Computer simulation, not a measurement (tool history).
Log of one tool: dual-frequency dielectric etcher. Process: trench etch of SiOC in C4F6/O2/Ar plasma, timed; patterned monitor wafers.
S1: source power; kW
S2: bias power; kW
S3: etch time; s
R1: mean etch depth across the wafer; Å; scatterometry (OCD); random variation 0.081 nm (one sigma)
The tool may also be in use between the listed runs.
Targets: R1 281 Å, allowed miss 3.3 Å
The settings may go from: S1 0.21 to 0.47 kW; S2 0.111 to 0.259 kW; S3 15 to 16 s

{"run": 1, "day": 0.0, "S1": 0.34, "S2": 0.185, "S3": 16, "R1": 335.37}
{"run": 2, "day": 0.042, "S1": 0.3, "S2": 0.179, "S3": 16, "R1": 312.61}
{"run": 3, "day": 0.3, "S1": 0.28, "S2": 0.178, "S3": 16, "R1": 302.1}
{"run": 4, "day": 0.508, "S1": 0.27, "S2": 0.178, "S3": 16, "R1": 297.24}
{"day": 0.592, "done": "source power generator calibrated"}
{"run": 5, "day": 0.592, "S1": 0.32, "S2": 0.178, "S3": 16, "R1": 318.17}
{"run": 6, "day": 0.796, "S1": 0.29, "S2": 0.177, "S3": 16, "R1": 304.45}
{"run": 7, "day": 0.9, "S1": 0.29, "S2": 0.177, "S3": 16, "R1": 302.13}
{"run": 8, "day": 1.108, "S1": 0.28, "S2": 0.177, "S3": 16, "R1": 297.54}
{"run": 9, "day": 1.204, "S1": 0.27, "S2": 0.177, "S3": 16, "R1": 290.46}
{"run": 10, "day": 1.508, "S1": 0.26, "S2": 0.177, "S3": 16, "R1": 285.64}

Which of these 4 next moves meets every target?
{"run": "A", "day": 1.812, "S1": 0.27, "S2": 0.203, "S3": 15.5, "R1": "?"}
{"run": "B", "day": 1.812, "S1": 0.28, "S2": 0.184, "S3": 15.5, "R1": "?"}
{"run": "C", "day": 1.812, "S1": 0.3, "S2": 0.165, "S3": 15.5, "R1": "?"}
{"run": "D", "day": 1.812, "S1": 0.26, "S2": 0.192, "S3": 15.5, "R1": "?"}

move=A R1=291.51
move=B R1=290.22
move=C R1=293.42
move=D R1=281.87
A: further off than the last run
B: further off than the last run
C: further off than the last run
D: meets every target
The right move is D.

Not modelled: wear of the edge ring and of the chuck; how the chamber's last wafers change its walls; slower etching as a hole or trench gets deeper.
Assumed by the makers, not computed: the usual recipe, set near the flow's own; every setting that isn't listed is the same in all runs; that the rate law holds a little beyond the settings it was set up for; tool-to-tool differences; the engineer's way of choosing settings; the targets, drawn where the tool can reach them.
